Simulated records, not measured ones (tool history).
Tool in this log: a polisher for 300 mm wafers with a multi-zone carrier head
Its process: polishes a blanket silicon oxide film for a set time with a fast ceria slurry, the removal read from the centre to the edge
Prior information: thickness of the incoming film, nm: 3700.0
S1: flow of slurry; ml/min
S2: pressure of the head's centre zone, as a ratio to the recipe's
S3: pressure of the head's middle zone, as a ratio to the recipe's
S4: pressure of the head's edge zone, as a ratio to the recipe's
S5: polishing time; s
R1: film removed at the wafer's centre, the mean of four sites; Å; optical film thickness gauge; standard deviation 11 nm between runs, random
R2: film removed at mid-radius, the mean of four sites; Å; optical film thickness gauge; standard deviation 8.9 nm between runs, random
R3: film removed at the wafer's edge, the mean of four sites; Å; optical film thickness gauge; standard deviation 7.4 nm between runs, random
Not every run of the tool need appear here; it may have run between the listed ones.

run 1 hour=0.0 | S1=160 S2=1.00 S3=1.00 S4=1.00 S5=50 | R1=10523.0 R2=10731.0 R3=10870.0
run 2 hour=4.5 | S1=160 S2=1.02 S3=1.02 S4=0.97 S5=45 | R1=9610.0 R2=9741.4 R3=9381.2
run 3 hour=9.8 | S1=160 S2=1.02 S3=1.02 S4=0.97 S5=58 | R1=12609.0 R2=12517.0 R3=12088.0
run 4 hour=11.1 | S1=160 S2=1.02 S3=1.08 S4=0.97 S5=58 | R1=12279.0 R2=13296.0 R3=12225.0
run 5 hour=14.5 | S1=160 S2=1.03 S3=1.07 S4=0.94 S5=52 | R1=11121.0 R2=11685.0 R3=10877.0
run 6 hour=23.1 | S1=160 S2=1.06 S3=1.09 S4=0.92 S5=46 | R1=10274.0 R2=10440.0 R3=9580.3
run 7 hour=30.0 | S1=165 S2=1.07 S3=1.10 S4=0.90 S5=41 | R1=9240.9 R2=9307.0 R3=8440.9
run 8 hour=38.5 | S1=170 S2=1.08 S3=1.11 S4=0.89 S5=38 | R1=8496.5 R2=8930.5 R3=7577.5
run 9 hour=41.4 | S1=170 S2=1.08 S3=1.10 S4=0.88 S5=36 | R1=8490.7 R2=8321.5 R3=7247.0
run 10 hour=42.0 | S1=170 S2=1.07 S3=1.10 S4=0.87 S5=35 | R1=8078.7 R2=8416.9 R3=7113.6

Expected results for the next run?
run 11 hour=47.1 | S1=170 S2=1.07 S3=1.09 S4=0.87 S5=34 | R1=? R2=? R3=?

{"run 11": {"R1": 7849.0, "R2": 7797.2, "R3": 6914.2}}
